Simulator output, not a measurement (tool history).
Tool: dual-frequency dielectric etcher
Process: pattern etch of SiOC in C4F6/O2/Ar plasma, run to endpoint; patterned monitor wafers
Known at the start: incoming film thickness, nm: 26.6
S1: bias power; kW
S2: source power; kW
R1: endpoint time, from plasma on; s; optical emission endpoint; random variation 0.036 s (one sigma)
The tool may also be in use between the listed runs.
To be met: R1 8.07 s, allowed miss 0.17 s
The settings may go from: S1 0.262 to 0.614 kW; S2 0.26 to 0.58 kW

{"run": 1, "day": 0.0, "S1": 0.438, "S2": 0.42, "R1": 9.2215}
{"run": 2, "day": 0.254, "S1": 0.467, "S2": 0.43, "R1": 8.9365}
{"run": 3, "day": 0.45, "S1": 0.495, "S2": 0.43, "R1": 8.6975}
{"run": 4, "day": 0.771, "S1": 0.495, "S2": 0.4, "R1": 8.9202}
{"run": 5, "day": 1.112, "S1": 0.495, "S2": 0.33, "R1": 9.3435}
{"run": 6, "day": 1.404, "S1": 0.521, "S2": 0.35, "R1": 9.091}
{"run": 7, "day": 1.429, "S1": 0.542, "S2": 0.37, "R1": 8.775}
{"run": 8, "day": 1.588, "S1": 0.557, "S2": 0.38, "R1": 8.6288}
{"run": 9, "day": 1.858, "S1": 0.569, "S2": 0.39, "R1": 8.5384}

4 next moves are on the table. One of them brings every result within its allowed miss. Which?
{"run": "A", "day": 2.129, "S1": 0.544, "S2": 0.41, "R1": "?"}
{"run": "B", "day": 2.129, "S1": 0.568, "S2": 0.41, "R1": "?"}
{"run": "C", "day": 2.129, "S1": 0.584, "S2": 0.45, "R1": "?"}
{"run": "D", "day": 2.129, "S1": 0.572, "S2": 0.4, "R1": "?"}

move=A R1=8.513
move=B R1=8.3693
move=C R1=8.0594
move=D R1=8.4048
A: nearer than the last run, and not there yet
B: nearer than the last run, and not there yet
C: meets every target
D: nearer than the last run, and not there yet
Answer: C

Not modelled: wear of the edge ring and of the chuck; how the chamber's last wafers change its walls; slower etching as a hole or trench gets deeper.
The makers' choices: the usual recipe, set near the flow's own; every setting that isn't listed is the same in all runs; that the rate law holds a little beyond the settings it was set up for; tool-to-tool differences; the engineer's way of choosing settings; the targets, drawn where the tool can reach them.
